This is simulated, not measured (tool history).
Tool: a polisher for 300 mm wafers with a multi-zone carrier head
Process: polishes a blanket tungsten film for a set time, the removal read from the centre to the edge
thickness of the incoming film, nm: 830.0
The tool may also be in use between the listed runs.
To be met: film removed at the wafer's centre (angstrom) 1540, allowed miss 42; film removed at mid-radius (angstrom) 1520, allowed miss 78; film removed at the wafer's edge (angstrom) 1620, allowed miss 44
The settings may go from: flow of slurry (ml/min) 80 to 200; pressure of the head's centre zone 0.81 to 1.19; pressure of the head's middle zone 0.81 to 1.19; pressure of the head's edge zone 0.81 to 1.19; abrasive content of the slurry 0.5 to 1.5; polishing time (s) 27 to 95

run,hour,flow of slurry (ml/min),pressure of the head's centre zone,pressure of the head's middle zone,pressure of the head's edge zone,abrasive content of the slurry,polishing time (s),film removed at the wafer's centre (angstrom),film removed at mid-radius (angstrom),film removed at the wafer's edge (angstrom)
1,0,130,1,1,1,1,61,1634.7,1762.3,1669.9
2,0.8,125,1,0.99,1,1,61,1603.2,1695,1650
3,6.6,125,1,0.99,1.04,1,61,1646.3,1721.9,1673
4,8.1,125,1,0.99,1.12,1,61,1628,1719.6,1752.4
5,15.4,125,1,1.05,1.12,1,61,1612.4,1769.4,1738.8
6,17.1,120,1,1.04,1.12,1,61,1614.2,1798.6,1745.5
# hour 19.4: worn pad replaced by a new one
7,19.4,120,1,1.02,1.11,1,61,1750,1837.7,1873.9
8,20.7,125,1,1,1.11,1,61,1746.8,1874.8,1839.7
9,29.5,125,1,1,1.11,1,61,1742.5,1884,1861.5
10,35.3,120,1,1,1.1,1,61,1742.2,1802,1858.4
11,37.6,115,1,1,1.08,0.95,61,1680.2,1785.3,1786.1
12,45.6,110,1,0.99,1.06,0.95,60,1653.2,1729.4,1728.3
13,46.2,105,0.99,0.97,1.05,0.95,59,1594,1681.5,1688.6
14,49.2,100,0.99,0.95,1.04,0.95,59,1584,1599.5,1702.5
15,54.7,100,0.99,0.95,1.03,0.95,59,1579.3,1648.4,1682.1

4 next moves are on the table. One of them brings every result within its allowed miss. Which?
A,60.2,95,1,1.04,1.03,1,58,?,?,?
B,60.2,85,0.89,0.95,1.09,0.95,61,?,?,?
C,60.2,105,0.95,1.04,1,0.95,57,?,?,?
D,60.2,90,1.03,0.93,1.07,0.85,59,?,?,?

move,film removed at the wafer's centre (angstrom),film removed at mid-radius (angstrom),film removed at the wafer's edge (angstrom)
A,1604.6,1756.4,1658
B,1494.7,1652.9,1743.1
C,1519.1,1721.9,1594.2
D,1557.4,1521.4,1614.8
A: further off than the last run
B: further off than the last run
C: further off than the last run
D: meets every target
The right move is D.
